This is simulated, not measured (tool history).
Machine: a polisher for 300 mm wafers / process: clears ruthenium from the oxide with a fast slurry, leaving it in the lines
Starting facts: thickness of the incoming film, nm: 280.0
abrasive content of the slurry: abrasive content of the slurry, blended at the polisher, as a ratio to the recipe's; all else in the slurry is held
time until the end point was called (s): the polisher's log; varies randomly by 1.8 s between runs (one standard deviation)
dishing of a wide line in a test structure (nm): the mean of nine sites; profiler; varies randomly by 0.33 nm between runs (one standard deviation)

run  hour  flow of slurry (ml/min)  pressure of the wafer on the pad (kPa)  speed of the pad under the wafer (m/s)  abrasive content of the slurry  overpolish time after the end point (s)  time until the end point was called (s)  dishing of a wide line in a test structure (nm)
  1   0.0                      125                                    20.0                                    0.94                             1.0                                        9                                   67.999                                           28.611
  2   3.7                      125                                    18.6                                    0.94                             1.0                                        8                                   76.900                                           23.590
  3   8.8                      125                                    20.7                                    0.94                             1.0                                        8                                   67.440                                           25.152
  4  14.2                      125                                    20.0                                    0.92                             1.0                                        7                                   70.988                                           21.991
  5  21.8                      125                                    19.3                                    0.92                             1.0                                        7                                   72.075                                           21.429
  6  25.6                      125                                    18.6                                    0.92                             1.0                                        7                                   76.791                                           20.786

Expected results for the next run?
  7  34.5                      125                                    17.9                                    0.92                             1.0                                        7                                        ?                                                ?

time until the end point was called (s): 80.630
dishing of a wide line in a test structure (nm): 19.724
